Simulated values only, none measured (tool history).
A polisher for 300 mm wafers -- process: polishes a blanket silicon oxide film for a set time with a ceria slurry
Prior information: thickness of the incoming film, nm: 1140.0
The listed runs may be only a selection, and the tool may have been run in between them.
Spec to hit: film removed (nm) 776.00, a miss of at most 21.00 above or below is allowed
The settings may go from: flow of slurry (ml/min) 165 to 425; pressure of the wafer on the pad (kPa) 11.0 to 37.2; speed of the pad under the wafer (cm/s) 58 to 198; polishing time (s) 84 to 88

run	hour	flow of slurry (ml/min)	pressure of the wafer on the pad (kPa)	speed of the pad under the wafer (cm/s)	polishing time (s)	film removed (nm)
1	0.0	275	24.1	128	84	594.70
2	5.0	275	25.5	128	84	636.93
3	12.0	275	28.3	128	84	688.46
4	17.9	275	28.3	128	88	724.41
5	22.1	210	28.3	128	88	717.88
6	25.4	210	28.3	128	88	718.11
7	32.4	210	29.0	128	88	725.13
8	38.0	215	29.0	128	88	735.34
9	39.3	220	29.6	128	88	745.59

Next run, 5 choices. One meets every target within its allowed miss, the rest don't. Which?
A	40.6	175	30.3	126	84	?
B	40.6	215	29.0	134	88	?
C	40.6	165	37.2	98	87	?
D	40.6	165	29.6	130	84	?
E	40.6	280	28.3	130	84	?

move	film removed (nm)
A	712.98
B	767.22
C	705.34
D	716.08
E	705.61
A: the biggest miss grows against the last run
B: in spec on every target
C: the biggest miss grows against the last run
D: the biggest miss grows against the last run
E: the biggest miss grows against the last run
The move that meets every target is B.
